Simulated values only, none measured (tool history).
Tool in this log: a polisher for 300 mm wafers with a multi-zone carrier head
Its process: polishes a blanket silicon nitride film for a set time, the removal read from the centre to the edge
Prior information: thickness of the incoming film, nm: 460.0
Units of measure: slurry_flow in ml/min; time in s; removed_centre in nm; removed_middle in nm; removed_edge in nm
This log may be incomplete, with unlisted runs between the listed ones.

Run 1, hour 0.0: slurry_flow 160 ml/min, centre_zone 1.00, middle_zone 1.00, edge_zone 1.00, time 35 s. Result: removed_centre 59.216 nm, removed_middle 59.047 nm, removed_edge 58.511 nm.
Run 2, hour 1.4: slurry_flow 160 ml/min, centre_zone 1.00, middle_zone 0.99, edge_zone 0.99, time 33 s. Result: removed_centre 54.506 nm, removed_middle 55.474 nm, removed_edge 55.555 nm.
Run 3, hour 4.6: slurry_flow 160 ml/min, centre_zone 1.00, middle_zone 0.99, edge_zone 0.99, time 25 s. Result: removed_centre 41.761 nm, removed_middle 41.880 nm, removed_edge 42.357 nm.
Run 4, hour 6.3: slurry_flow 140 ml/min, centre_zone 1.00, middle_zone 0.99, edge_zone 0.99, time 25 s. Result: removed_centre 40.817 nm, removed_middle 41.303 nm, removed_edge 42.114 nm.
Run 5, hour 7.4: slurry_flow 140 ml/min, centre_zone 1.00, middle_zone 0.93, edge_zone 0.99, time 25 s. Result: removed_centre 40.835 nm, removed_middle 39.044 nm, removed_edge 41.816 nm.
Run 6, hour 10.7: slurry_flow 140 ml/min, centre_zone 1.00, middle_zone 0.93, edge_zone 0.99, time 18 s. Result: removed_centre 29.280 nm, removed_middle 28.408 nm, removed_edge 30.251 nm.
Run 7, hour 16.0: slurry_flow 140 ml/min, centre_zone 1.01, middle_zone 0.94, edge_zone 1.00, time 18 s. Result: removed_centre 29.234 nm, removed_middle 28.423 nm, removed_edge 30.644 nm.
Run 8, hour 22.7: slurry_flow 140 ml/min, centre_zone 1.02, middle_zone 0.94, edge_zone 1.00, time 18 s. Result: removed_centre 29.897 nm, removed_middle 28.021 nm, removed_edge 30.142 nm.
Run 9, hour 25.9: slurry_flow 185 ml/min, centre_zone 1.08, middle_zone 1.02, edge_zone 1.10, time 21 s. Result: removed_centre 36.744 nm, removed_middle 36.711 nm, removed_edge 38.513 nm.
Run 10, hour 31.8: slurry_flow 185 ml/min, centre_zone 1.08, middle_zone 1.02, edge_zone 1.09, time 21 s. Result: removed_centre 37.280 nm, removed_middle 35.706 nm, removed_edge 36.959 nm.
Run 11, hour 32.6: slurry_flow 165 ml/min, centre_zone 1.08, middle_zone 0.99, edge_zone 1.05, time 21 s. Result: removed_centre 36.147 nm, removed_middle 35.775 nm, removed_edge 37.296 nm.

Expected results for the next run?
Run 12, hour 37.0: slurry_flow 170 ml/min, centre_zone 1.07, middle_zone 0.98, edge_zone 1.04, time 21 s. Result: removed_centre ?, removed_middle ?, removed_edge ?.

removed_centre: 36.675 nm
removed_middle: 35.775 nm
removed_edge: 37.042 nm

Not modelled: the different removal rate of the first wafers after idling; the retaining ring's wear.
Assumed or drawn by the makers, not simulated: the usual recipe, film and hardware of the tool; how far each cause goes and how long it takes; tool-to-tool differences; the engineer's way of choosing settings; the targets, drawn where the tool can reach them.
